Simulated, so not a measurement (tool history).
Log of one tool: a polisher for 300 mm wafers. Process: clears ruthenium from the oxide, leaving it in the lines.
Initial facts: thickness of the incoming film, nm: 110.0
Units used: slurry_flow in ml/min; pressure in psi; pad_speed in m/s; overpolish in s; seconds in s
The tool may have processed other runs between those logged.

run	day	slurry_flow	pressure	pad_speed	overpolish	seconds
1	0	160	2.1	0.86	33	107.98
2	0.054	160	2.4	0.86	33	97.088
3	0.217	160	2.1	0.84	33	110.64
4	0.521	160	1.9	0.82	33	126.37
5	0.617	160	1.9	1	33	101.27
6	0.854	160	1.7	0.98	33	114.6
7	1.179	160	1.5	0.98	33	127.23
8	1.362	160	1.4	0.98	33	135.5

What does the tool deliver on the next run?
9	1.542	160	1.3	0.98	33	?

seconds: 146.99 s
